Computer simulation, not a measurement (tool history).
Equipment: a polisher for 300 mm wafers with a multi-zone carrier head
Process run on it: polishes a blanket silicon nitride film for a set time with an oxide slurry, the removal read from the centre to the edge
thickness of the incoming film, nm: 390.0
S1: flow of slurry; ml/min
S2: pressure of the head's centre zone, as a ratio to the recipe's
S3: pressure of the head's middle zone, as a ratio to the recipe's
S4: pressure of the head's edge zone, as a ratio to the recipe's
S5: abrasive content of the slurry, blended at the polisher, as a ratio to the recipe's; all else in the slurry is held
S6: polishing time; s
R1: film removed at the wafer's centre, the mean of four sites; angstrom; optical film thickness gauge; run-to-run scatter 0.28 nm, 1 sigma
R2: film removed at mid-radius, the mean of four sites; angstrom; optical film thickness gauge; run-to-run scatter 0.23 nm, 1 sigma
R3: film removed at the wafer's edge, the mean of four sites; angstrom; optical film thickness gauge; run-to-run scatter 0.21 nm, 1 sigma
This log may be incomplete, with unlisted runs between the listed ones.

run    day   S1    S2    S3    S4    S5  S6      R1      R2      R3
  1      0  160     1     1     1     1  67  378.16  385.72  382.79
  2  0.179  160     1  1.06     1     1  67  378.16  401.75  379.17
  3  0.425  155     1  1.07  0.96  0.85  61  312.66  333.94  305.42
  4  0.567  155     1  1.07  0.96  0.85  67  344.39   363.4  335.74
  5  0.683  155     1  1.07  0.96  1.05  67  387.84  410.59  373.13
  6  1.012  155     1  1.07  0.88  1.05  67  390.41  404.66  364.77
  7  1.217  150  0.99  1.08  0.87   0.9  63  330.54  361.78  306.35
  8  1.442  145  0.99  1.06  0.86   0.8  60  292.08  304.16  275.76
  9    1.5  145  0.99  1.07  0.85   0.7  58  252.75  276.08  239.59
 10  1.767  140  0.99  1.07  0.84  0.65  58  241.96  257.57  224.48
 11  1.979  130  0.98  1.07  0.83  0.65  58  235.08  254.18  222.37
 12  2.112  125  0.98  1.08  0.82  0.65  58  230.88   249.5  221.08
 13  2.329  125  0.99  1.09  0.82  0.65  58  228.78   253.2   219.7
 14  2.625  120  1.01   1.1  0.82  0.65  58  238.92  255.31  218.99
 15  2.708  115  1.01   1.1  0.82  0.65  58  228.27  249.94  214.86

For run 16, what comes out?
 16  2.862  110  1.02  1.1  0.82  0.65  58   ?   ?   ?

Logged for run 16: R1 228.55 angstrom, R2 245.89 angstrom, R3 216.85 angstrom.

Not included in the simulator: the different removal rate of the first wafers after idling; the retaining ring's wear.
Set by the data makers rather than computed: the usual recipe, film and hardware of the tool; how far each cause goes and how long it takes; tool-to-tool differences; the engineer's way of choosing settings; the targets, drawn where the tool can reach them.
